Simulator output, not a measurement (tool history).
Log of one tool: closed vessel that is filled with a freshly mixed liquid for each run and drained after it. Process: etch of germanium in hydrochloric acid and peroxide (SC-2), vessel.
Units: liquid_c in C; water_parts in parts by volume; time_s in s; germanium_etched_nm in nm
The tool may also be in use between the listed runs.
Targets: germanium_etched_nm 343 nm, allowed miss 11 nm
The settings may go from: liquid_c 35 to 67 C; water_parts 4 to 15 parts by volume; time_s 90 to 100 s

Run 1, hour 0: liquid_c 51 C, water_parts 8.5 parts by volume, time_s 90 s. Result: germanium_etched_nm 258.28 nm.
Run 2, hour 4: liquid_c 44.5 C, water_parts 8.5 parts by volume, time_s 90 s. Result: germanium_etched_nm 210.83 nm.
Run 3, hour 9.8: liquid_c 44.5 C, water_parts 8.5 parts by volume, time_s 100 s. Result: germanium_etched_nm 233.68 nm.
Run 4, hour 11.9: liquid_c 44.5 C, water_parts 6.5 parts by volume, time_s 100 s. Result: germanium_etched_nm 231.68 nm.
Run 5, hour 19.4: liquid_c 41.5 C, water_parts 6.5 parts by volume, time_s 100 s. Result: germanium_etched_nm 216.42 nm.
Run 6, hour 20.7: liquid_c 41.5 C, water_parts 4 parts by volume, time_s 100 s. Result: germanium_etched_nm 217.52 nm.
Run 7, hour 25.9: liquid_c 41.5 C, water_parts 4 parts by volume, time_s 100 s. Result: germanium_etched_nm 212.44 nm.
Run 8, hour 31.6: liquid_c 43 C, water_parts 4 parts by volume, time_s 100 s. Result: germanium_etched_nm 227.93 nm.
Run 9, hour 35.3: liquid_c 44 C, water_parts 4 parts by volume, time_s 100 s. Result: germanium_etched_nm 233.77 nm.
Run 10, hour 36: liquid_c 45 C, water_parts 4 parts by volume, time_s 100 s. Result: germanium_etched_nm 241.28 nm.
Run 11, hour 39.4: liquid_c 46 C, water_parts 4 parts by volume, time_s 100 s. Result: germanium_etched_nm 250.3 nm.
Run 12, hour 48.2: liquid_c 54 C, water_parts 4 parts by volume, time_s 100 s. Result: germanium_etched_nm 323.03 nm.
Run 13, hour 51.2: liquid_c 54 C, water_parts 4 parts by volume, time_s 100 s. Result: germanium_etched_nm 322.99 nm.

5 next moves are on the table. One of them brings every result within its allowed miss. Which?
Run A, hour 54.2: liquid_c 61 C, water_parts 4 parts by volume, time_s 90 s. Result: germanium_etched_nm ?.
Run B, hour 54.2: liquid_c 54 C, water_parts 4.5 parts by volume, time_s 95 s. Result: germanium_etched_nm ?.
Run C, hour 54.2: liquid_c 54.5 C, water_parts 6.5 parts by volume, time_s 90 s. Result: germanium_etched_nm ?.
Run D, hour 54.2: liquid_c 58 C, water_parts 7 parts by volume, time_s 95 s. Result: germanium_etched_nm ?.
Run E, hour 54.2: liquid_c 55.5 C, water_parts 4 parts by volume, time_s 95 s. Result: germanium_etched_nm ?.

move  germanium_etched_nm
   A               361.21
   B               306.76
   C               291.48
   D               341.04
   E                322.1
A: takes the result that was furthest off past its target
B: further off than the last run
C: further off than the last run
D: meets every target
E: as far off as the last run
The right move is D.
